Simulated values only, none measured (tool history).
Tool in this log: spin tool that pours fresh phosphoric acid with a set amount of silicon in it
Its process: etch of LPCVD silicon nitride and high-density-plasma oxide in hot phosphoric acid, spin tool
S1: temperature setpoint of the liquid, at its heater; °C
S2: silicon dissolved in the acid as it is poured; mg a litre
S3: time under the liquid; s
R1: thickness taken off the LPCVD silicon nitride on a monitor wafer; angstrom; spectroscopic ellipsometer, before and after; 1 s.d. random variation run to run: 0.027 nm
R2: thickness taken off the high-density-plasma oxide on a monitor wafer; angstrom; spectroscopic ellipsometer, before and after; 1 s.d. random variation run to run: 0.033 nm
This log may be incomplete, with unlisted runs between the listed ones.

run	hour	S1	S2	S3	R1	R2
1	0	164	8.5	85	84.671	2.8111
2	5.4	162	8.5	85	78.99	2.3087
3	11.7	162	8	85	79.316	2.0817
4	19.9	162	12	85	79.239	1.7927
5	22.4	162	12	115	107.21	3.6969
6	30.2	162	12	140	129.5	3.3454

For run 7, what comes out?
7	36.2	161.5	11	130	?	?

R1: 119.1 angstrom
R2: 3.0397 angstrom
